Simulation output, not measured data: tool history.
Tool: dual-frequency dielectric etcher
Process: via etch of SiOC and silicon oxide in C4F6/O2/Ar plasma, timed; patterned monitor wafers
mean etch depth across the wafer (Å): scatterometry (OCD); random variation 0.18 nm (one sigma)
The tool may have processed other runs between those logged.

run	day	source power (kW)	bias power (kW)	etch time (s)	mean etch depth across the wafer (Å)
1	0.000	0.480	0.155	63	686.63
2	0.046	0.440	0.153	63	662.70
3	0.217	0.410	0.151	63	642.74
4	0.354	0.390	0.150	63	631.95
5	0.683	0.390	0.150	63	632.57
6	1.000	0.370	0.149	63	617.20
7	1.025	0.360	0.149	63	611.65

Forecast run 8:
# day 1.204: bias power generator calibrated
8	1.204	0.350	0.149	63	?

Run 8 measured mean etch depth across the wafer (Å) 598.52.

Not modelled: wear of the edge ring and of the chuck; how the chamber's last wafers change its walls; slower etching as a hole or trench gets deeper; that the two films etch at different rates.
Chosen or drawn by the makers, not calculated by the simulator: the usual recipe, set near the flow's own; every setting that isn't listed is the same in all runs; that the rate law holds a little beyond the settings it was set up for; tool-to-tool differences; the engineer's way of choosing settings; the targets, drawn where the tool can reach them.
